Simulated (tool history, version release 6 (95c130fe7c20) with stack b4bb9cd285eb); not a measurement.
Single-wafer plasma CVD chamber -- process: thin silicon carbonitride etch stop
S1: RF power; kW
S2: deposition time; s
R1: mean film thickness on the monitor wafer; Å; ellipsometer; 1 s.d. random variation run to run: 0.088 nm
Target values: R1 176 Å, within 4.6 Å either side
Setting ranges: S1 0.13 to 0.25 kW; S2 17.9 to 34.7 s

run,hour,S1,S2,R1
1,0,0.19,26.3,151.94
2,6.1,0.21,26.3,157.19
3,14.3,0.21,22.6,134.88
4,17.1,0.195,22.6,132.46
5,17.8,0.195,20.9,122.15
6,25.1,0.2,21.7,128.07
7,29.5,0.2,21.7,127.26
8,32.3,0.205,22.4,132.35
# hour 41: thermocouple changed; heater temperature recalibrated
9,41,0.21,23.1,136.84
10,46.3,0.21,23.7,142.49
11,50.2,0.21,23.7,141.45
12,59,0.215,24.2,145.59
13,59.6,0.215,24.2,146.04
14,66.7,0.22,24.6,149.64
15,72.7,0.22,24.9,150.95
16,81.2,0.22,25.2,154.1
17,82.6,0.22,25.4,153.1
18,90.5,0.22,25.7,156.72
19,99.3,0.22,25.9,157.31
20,105.8,0.22,26.1,158.37
21,112.4,0.22,26.3,160.35

4 candidate next runs follow, results not yet known. Just one meets every target within its allowed miss. Identify it.
A,119,0.23,28.4,?
B,119,0.23,27.1,?
C,119,0.23,26.6,?
D,119,0.215,27.4,?

move,R1
A,174.26
B,166.29
C,163.22
D,164.34
A: every result within its allowed miss
B: an improvement on the last run, though not all results are within tolerance
C: an improvement on the last run, though not all results are within tolerance
D: an improvement on the last run, though not all results are within tolerance
Answer: A

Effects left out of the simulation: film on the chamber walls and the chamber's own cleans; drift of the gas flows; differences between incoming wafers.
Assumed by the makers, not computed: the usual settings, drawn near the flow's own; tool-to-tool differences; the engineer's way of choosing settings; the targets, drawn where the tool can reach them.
